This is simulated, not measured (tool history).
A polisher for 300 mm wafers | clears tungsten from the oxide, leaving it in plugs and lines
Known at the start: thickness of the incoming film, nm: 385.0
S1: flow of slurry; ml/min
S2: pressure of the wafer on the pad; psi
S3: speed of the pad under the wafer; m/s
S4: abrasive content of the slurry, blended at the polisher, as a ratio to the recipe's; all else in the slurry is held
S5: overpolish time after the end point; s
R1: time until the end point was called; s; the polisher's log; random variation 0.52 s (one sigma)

run,hour,S1,S2,S3,S4,S5,R1
1,0,135,3.7,1.12,1,11,79.021
2,5.4,135,3.7,1.12,1,11,80.055
3,7.7,135,3.7,1.12,1.15,11,76.954
4,11.4,135,3.7,1.12,1,11,79.23
5,15.1,125,3.7,1.12,1,11,80.728
6,17.2,125,3.7,1.12,0.9,11,82.541

Run 7 comes next. What will it give?
7,22.6,130,4,1.12,0.9,11,?

Run 7 gave R1 80.113 s.
